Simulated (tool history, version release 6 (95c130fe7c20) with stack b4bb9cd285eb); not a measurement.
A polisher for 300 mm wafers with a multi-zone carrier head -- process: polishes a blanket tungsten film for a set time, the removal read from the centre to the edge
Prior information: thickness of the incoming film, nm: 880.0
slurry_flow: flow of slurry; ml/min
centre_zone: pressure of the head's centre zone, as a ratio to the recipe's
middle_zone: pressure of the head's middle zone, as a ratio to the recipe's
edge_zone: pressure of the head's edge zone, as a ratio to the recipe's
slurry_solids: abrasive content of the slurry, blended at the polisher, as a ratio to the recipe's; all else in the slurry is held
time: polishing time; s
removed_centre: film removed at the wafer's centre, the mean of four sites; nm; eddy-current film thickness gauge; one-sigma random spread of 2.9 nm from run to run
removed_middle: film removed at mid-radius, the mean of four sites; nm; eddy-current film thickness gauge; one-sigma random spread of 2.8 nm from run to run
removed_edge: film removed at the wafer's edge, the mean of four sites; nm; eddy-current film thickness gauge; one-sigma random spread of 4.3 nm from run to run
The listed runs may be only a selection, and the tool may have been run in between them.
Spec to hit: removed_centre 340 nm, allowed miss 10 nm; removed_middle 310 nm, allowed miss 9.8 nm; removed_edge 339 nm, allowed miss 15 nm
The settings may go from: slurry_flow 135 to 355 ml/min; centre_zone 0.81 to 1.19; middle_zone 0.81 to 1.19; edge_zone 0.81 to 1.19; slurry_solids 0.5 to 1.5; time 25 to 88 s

run	hour	slurry_flow	centre_zone	middle_zone	edge_zone	slurry_solids	time	removed_centre	removed_middle	removed_edge
1	0	225	1	1	1	1	56	259.02	251.07	256.28
2	3.4	230	1.01	1	1.03	1.1	57	276.8	255.23	265.77
3	10.2	230	1	1.01	1.05	1.2	59	288.84	282.38	282.4
4	19.1	235	1	0.99	1.08	1.25	60	294.24	278.8	292.72
5	21.6	235	1.07	0.99	1.08	1.25	60	312.15	283.24	292.12
6	28.6	235	1.07	0.99	1.08	1.25	54	286.65	250.28	265.85
7	33.3	235	1.06	0.99	1.1	1.3	56	292.4	261	274.99
8	41.2	240	1.05	0.98	1.12	1.35	58	305.58	276.42	291.14
9	43.7	245	1.04	0.97	1.13	1.4	59	309.56	278.88	294.33
# hour 47.9: worn pad replaced by a new one
10	47.9	185	1.02	0.96	1.19	1.5	68	368.7	339.14	381.81
11	52.5	195	1.01	0.95	1.16	1.45	68	371.52	340.34	376.05

Exercise: of the 5 proposed moves below, exactly one satisfies all targets within the stated allowed misses. Which move is it?
A	57.1	235	1.07	1	1.07	1.25	65	?	?	?
B	57.1	335	1.19	1.13	0.81	1.5	63	?	?	?
C	57.1	250	1.02	1.15	1.02	1.5	56	?	?	?
D	57.1	135	1.05	0.98	1.14	1.5	63	?	?	?
E	57.1	210	1.01	0.95	1.15	1.4	67	?	?	?

move	removed_centre	removed_middle	removed_edge
A	378.34	334.65	339.76
B	438.36	386.66	319.48
C	326.17	339.75	299.81
D	344.44	307.81	331.85
E	372.34	334.01	364.96
A: misses by more than the last run did
B: misses by more than the last run did
C: the result that was furthest off in the last run now lies on the other side of its target
D: each result inside its tolerance
E: as far off as the last run
Move D is the one to make.

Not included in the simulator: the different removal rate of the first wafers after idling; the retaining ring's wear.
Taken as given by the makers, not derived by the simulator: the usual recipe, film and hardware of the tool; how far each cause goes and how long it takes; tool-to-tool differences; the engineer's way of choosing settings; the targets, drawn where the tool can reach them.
